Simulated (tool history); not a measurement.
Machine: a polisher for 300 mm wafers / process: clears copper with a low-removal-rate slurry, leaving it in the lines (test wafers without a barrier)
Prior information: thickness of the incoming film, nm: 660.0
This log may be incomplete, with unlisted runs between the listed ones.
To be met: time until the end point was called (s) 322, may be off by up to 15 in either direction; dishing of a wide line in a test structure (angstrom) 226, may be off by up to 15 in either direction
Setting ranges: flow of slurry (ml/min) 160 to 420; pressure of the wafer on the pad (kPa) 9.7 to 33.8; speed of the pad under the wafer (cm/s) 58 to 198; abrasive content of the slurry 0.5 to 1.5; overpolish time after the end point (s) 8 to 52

| run | hour | flow of slurry (ml/min) | pressure of the wafer on the pad (kPa) | speed of the pad under the wafer (cm/s) | abrasive content of the slurry | overpolish time after the end point (s) | time until the end point was called (s) | dishing of a wide line in a test structure (angstrom) |
|---|---|---|---|---|---|---|---|---|
| 1 | 0 | 270 | 21.4 | 128 | 1 | 26 | 170.43 | 550.54 |
| 2 | 8.3 | 270 | 19.3 | 126 | 1 | 23 | 186.67 | 496.31 |
| 3 | 10.5 | 270 | 17.2 | 126 | 1 | 23 | 204.35 | 478.22 |
| 4 | 15.8 | 270 | 15.9 | 122 | 1 | 20 | 221.12 | 393.32 |
| 5 | 16.7 | 270 | 15.2 | 118 | 1 | 18 | 242.26 | 362.07 |
| 6 | 18.7 | 230 | 15.2 | 118 | 1 | 18 | 253.47 | 359.12 |
| 7 | 20.8 | 240 | 14.5 | 116 | 1.05 | 16 | 258.49 | 320.04 |
| 8 | 29.6 | 240 | 13.8 | 116 | 1.1 | 15 | 267.34 | 292.68 |
| 9 | 33.1 | 235 | 13.1 | 116 | 1.1 | 15 | 274.56 | 288.61 |
|  | 36.8 | slurry nozzle cleaned |
| 10 | 36.8 | 240 | 9.7 | 114 | 1.1 | 8 | 344.28 | 146.94 |

Next run, 4 choices. One meets every target within its allowed miss, the rest don't. Which?
| A | 40.5 | 215 | 9.7 | 130 | 0.8 | 13 | ? | ? |
| B | 40.5 | 165 | 9.7 | 110 | 1.15 | 12 | ? | ? |
| C | 40.5 | 325 | 10.3 | 112 | 1.15 | 16 | ? | ? |
| D | 40.5 | 265 | 9.7 | 100 | 0.95 | 11 | ? | ? |

| move | time until the end point was called (s) | dishing of a wide line in a test structure (angstrom) |
|---|---|---|
| A | 322.15 | 228.63 |
| B | 361.83 | 194.54 |
| C | 318.71 | 272.24 |
| D | 394.37 | 167.88 |
A: each result inside its tolerance
B: better than the last run, though not everything is in spec
C: carries the result that was furthest off beyond its target, to the other side
D: better than the last run, though not everything is in spec
Go with A: it meets all targets.

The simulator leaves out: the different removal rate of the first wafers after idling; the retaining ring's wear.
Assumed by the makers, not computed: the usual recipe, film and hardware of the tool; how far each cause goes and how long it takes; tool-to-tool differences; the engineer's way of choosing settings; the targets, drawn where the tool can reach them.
